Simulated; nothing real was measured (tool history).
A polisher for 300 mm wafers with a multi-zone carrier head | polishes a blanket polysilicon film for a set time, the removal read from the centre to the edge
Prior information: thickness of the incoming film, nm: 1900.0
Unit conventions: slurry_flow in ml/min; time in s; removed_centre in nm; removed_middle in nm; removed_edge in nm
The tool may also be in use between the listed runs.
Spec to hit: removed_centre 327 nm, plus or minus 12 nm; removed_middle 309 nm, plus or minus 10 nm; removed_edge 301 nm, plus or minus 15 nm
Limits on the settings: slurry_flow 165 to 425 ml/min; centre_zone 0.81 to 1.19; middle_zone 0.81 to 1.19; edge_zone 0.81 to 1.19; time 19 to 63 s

run,day,slurry_flow,centre_zone,middle_zone,edge_zone,time,removed_centre,removed_middle,removed_edge
1,0,275,1,1,1,41,460.91,447.75,468.78
2,0.125,280,1,1,0.96,37,413.65,411.25,396.97
3,0.333,275,0.98,0.95,0.93,35,385.27,369.61,365.96
4,0.475,335,0.98,0.95,0.93,35,394.17,370.46,384.34
5,0.542,335,1.05,0.95,0.93,35,420.46,379.76,372.37
6,0.75,335,1.05,1.03,0.93,35,422.33,395.09,384.68
7,1.05,335,1.02,0.99,0.9,33,381.76,369.28,358.07
8,1.312,330,1.01,0.95,0.88,32,366.46,337.01,352.47
9,1.562,310,1.02,0.97,0.87,31,354.87,342.21,332.87
10,1.6,310,1.02,0.97,0.87,31,358.55,335.2,329.43
11,1.967,295,1.01,0.96,0.85,31,353.33,338.68,321.14
# day 2.183: slurry nozzle cleaned
12,2.183,290,1,0.94,0.84,31,362.15,327.61,329.16
13,2.342,280,0.99,0.95,0.84,30,339.57,327.73,314.13
14,2.533,275,0.99,0.94,0.83,30,343.66,324.37,310.82
15,2.646,275,0.99,0.94,0.83,30,340.73,323.27,310.87

Pick the move, out of 5, that brings all results within their allowed miss; only one does.
A,2.758,300,1,0.96,0.81,26,?,?,?
B,2.758,225,0.96,0.9,0.81,30,?,?,?
C,2.758,225,1.06,0.9,0.81,30,?,?,?
D,2.758,280,0.91,0.92,0.84,31,?,?,?
E,2.758,195,1.12,1.11,0.81,27,?,?,?

move,removed_centre,removed_middle,removed_edge
A,303.62,285.52,273.16
B,324.89,305.28,307.44
C,356.18,305.13,307.44
D,329.1,328.71,329.26
E,330.08,309.91,271.8
A: takes the biggest miss from the last run beyond its target
B: in spec on every target
C: puts the biggest miss on target and leaves a different result outside tolerance
D: moves away from the targets compared with the last run
E: puts the biggest miss on target and leaves a different result outside tolerance
B meets every target.
